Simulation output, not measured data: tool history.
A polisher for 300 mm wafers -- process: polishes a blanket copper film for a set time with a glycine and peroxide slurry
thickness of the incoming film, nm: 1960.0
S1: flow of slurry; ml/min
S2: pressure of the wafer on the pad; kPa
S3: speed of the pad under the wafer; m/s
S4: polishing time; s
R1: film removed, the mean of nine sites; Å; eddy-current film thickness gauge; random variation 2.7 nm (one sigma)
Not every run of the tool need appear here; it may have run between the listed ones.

{"run": 1, "hour": 0.0, "S1": 320, "S2": 19.3, "S3": 0.76, "S4": 116, "R1": 4713.4}
{"run": 2, "hour": 3.7, "S1": 320, "S2": 19.3, "S3": 0.76, "S4": 116, "R1": 4715.1}
{"run": 3, "hour": 5.5, "S1": 320, "S2": 19.3, "S3": 0.82, "S4": 116, "R1": 5023}
{"run": 4, "hour": 12.4, "S1": 355, "S2": 19.3, "S3": 0.82, "S4": 116, "R1": 5065.9}
{"run": 5, "hour": 14.2, "S1": 390, "S2": 19.3, "S3": 0.82, "S4": 116, "R1": 5098.2}
{"run": 6, "hour": 14.9, "S1": 390, "S2": 17.9, "S3": 0.8, "S4": 116, "R1": 4866.6}

Run 7 is up next; what results do you expect?
{"run": 7, "hour": 21.0, "S1": 375, "S2": 12.4, "S3": 0.6, "S4": 116, "R1": "?"}

Run 7 produced R1 3361.3 Å.
